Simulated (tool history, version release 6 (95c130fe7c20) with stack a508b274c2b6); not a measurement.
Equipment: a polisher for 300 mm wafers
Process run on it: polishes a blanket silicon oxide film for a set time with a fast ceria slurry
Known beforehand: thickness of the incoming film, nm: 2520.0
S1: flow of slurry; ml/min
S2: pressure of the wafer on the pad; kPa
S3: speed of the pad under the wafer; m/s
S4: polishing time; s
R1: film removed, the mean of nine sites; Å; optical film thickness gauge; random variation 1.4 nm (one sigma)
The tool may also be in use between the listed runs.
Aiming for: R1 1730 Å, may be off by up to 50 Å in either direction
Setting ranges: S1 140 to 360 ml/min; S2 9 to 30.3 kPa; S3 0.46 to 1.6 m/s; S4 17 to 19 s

run  hour   S1    S2    S3  S4      R1
  1     0  230  19.3  1.02  19  2960.3
  2   6.5  260  19.3  1.02  19  2986.2
  3  10.3  260  16.5  1.02  19  2677.3
  4  17.2  255  14.5     1  19  2358.2
  5  20.4  255  11.7     1  19  1989.7
  6  23.7  255  11.7  1.26  19    2482
  7  30.6  245    11   1.2  19  2252.4
  8  37.5  230  10.3  1.16  19  2026.9

Which of these 5 next moves meets every target?
  A  44.4  275     9  1.06  19   ?
  B  44.4  225  13.1  1.22  19   ?
  C  44.4  205  13.1  1.16  19   ?
  D  44.4  270  11.7  1.24  17   ?
  E  44.4  220     9  1.32  17   ?

move      R1
   A  1727.1
   B  2602.6
   C  2452.6
   D  2205.1
   E  1871.4
A: all results land within tolerance of their targets
B: the biggest miss grows against the last run
C: the biggest miss grows against the last run
D: the biggest miss grows against the last run
E: nearer than the last run, and not there yet
Move A is the one to make.
